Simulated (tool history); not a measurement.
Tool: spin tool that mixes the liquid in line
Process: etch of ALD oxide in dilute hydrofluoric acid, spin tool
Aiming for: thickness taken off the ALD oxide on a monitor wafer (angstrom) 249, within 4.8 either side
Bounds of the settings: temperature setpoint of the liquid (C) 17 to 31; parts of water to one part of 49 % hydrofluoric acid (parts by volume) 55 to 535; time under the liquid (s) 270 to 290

run  hour  temperature setpoint of the liquid (C)  parts of water to one part of 49 % hydrofluoric acid (parts by volume)  time under the liquid (s)  thickness taken off the ALD oxide on a monitor wafer (angstrom)
  1     0                                      23                                                                     295                        270                                                           69.826
  2   7.6                                    24.5                                                                     255                        270                                                           89.417
  3   8.2                                    25.5                                                                     225                        270                                                           108.41
  4  10.4                                    26.5                                                                     200                        270                                                           129.46
  5  11.6                                    26.5                                                                     200                        270                                                           129.69
  6  16.2                                    27.5                                                                     185                        270                                                           148.89
  7  22.3                                      28                                                                     175                        270                                                           160.52
  8  26.7                                    28.5                                                                     165                        270                                                           175.82
  9    34                                      29                                                                     160                        270                                                            186.6
 10    42                                    29.5                                                                     155                        270                                                           197.93
 11  48.5                                      30                                                                     150                        270                                                           208.44
 12  51.9                                      30                                                                     150                        270                                                           208.86
 13  53.4                                      30                                                                     145                        270                                                           219.86
     57.1  -- thermometer replaced
 14  57.1                                    30.5                                                                     140                        270                                                           220.04
 15  58.8                                    30.5                                                                     135                        270                                                           230.22

Which single option among these 5 for the next run brings every result within its allowed miss of target? Just one does.
  A  60.5                                    29.5                                                                     120                        275                                                                ?
  B  60.5                                      30                                                                     130                        285                                                                ?
  C  60.5                                      31                                                                     130                        290                                                                ?
  D  60.5                                      31                                                                     140                        290                                                                ?
  E  60.5                                    30.5                                                                     130                        270                                                                ?

move  thickness taken off the ALD oxide on a monitor wafer (angstrom)
   A                                                           258.47
   B                                                           248.47
   C                                                            262.2
   D                                                           240.16
   E                                                           239.73
A: moves the result that the last run missed by most past its target, out the other side
B: each result inside its tolerance
C: moves the result that the last run missed by most past its target, out the other side
D: gains on the last run, yet a result remains outside its allowed miss
E: gains on the last run, yet a result remains outside its allowed miss
The right move is B.
